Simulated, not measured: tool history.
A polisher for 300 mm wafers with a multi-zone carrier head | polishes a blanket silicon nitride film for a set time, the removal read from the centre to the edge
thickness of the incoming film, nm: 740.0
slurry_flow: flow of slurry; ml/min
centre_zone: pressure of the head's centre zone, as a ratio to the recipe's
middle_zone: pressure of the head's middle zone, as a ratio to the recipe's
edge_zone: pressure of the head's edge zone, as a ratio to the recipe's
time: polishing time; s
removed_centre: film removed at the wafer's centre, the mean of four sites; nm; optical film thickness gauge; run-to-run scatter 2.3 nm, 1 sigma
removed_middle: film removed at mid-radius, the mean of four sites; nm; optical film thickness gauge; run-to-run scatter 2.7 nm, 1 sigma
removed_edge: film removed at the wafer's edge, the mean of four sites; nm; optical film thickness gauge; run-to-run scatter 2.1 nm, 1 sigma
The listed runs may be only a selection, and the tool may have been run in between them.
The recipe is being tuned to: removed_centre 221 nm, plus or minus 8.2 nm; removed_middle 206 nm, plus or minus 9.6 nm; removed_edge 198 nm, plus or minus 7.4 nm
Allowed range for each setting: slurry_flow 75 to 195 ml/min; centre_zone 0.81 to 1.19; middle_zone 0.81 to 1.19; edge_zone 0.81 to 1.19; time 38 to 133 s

run    day  slurry_flow  centre_zone  middle_zone  edge_zone  time  removed_centre  removed_middle  removed_edge
  1      0          125            1            1          1    85          127.09           125.7        122.82
  2  0.046          125         0.95            1          1    85          119.67          124.93        124.43
  3  0.354          130         0.96            1       1.01    89          130.47          133.31        131.34
  4  0.462          130         0.92            1       1.01    89          124.62          135.02        131.39
  5  0.779          130         0.92            1       1.01   106          147.37          155.03        157.54
  6  1.096          135         0.94         1.01       1.02   108           155.4          162.45         161.9
  7  1.392          140         0.95         1.01       1.03   110           162.1          167.23        166.46
  8   1.65          145         0.96         1.01       1.04   112           167.7          172.61        169.72

Exercise: of the 5 proposed moves below, exactly one satisfies all targets within the stated allowed misses. Which move is it?
  A  1.908          155         0.86         0.92        1.1    98               ?               ?             ?
  B  1.908          145         0.99         1.16       1.09   129               ?               ?             ?
  C  1.908          130         1.12         1.09       1.11   130               ?               ?             ?
  D  1.908          185         1.16         0.89       1.08   124               ?               ?             ?
  E  1.908          170         1.17         1.03       1.03   116               ?               ?             ?

move  removed_centre  removed_middle  removed_edge
   A          132.12          141.36        156.55
   B          197.74          223.33         202.5
   C          219.37          208.06        202.61
   D          234.06          179.25        200.87
   E          217.58          186.87        181.31
A: further off than the last run
B: better than the last run, though not everything is in spec
C: in spec on every target
D: moves the result that the last run missed by most past its target, out the other side
E: puts the biggest miss on target and leaves a different result outside tolerance
Correct choice: C, which meets every target
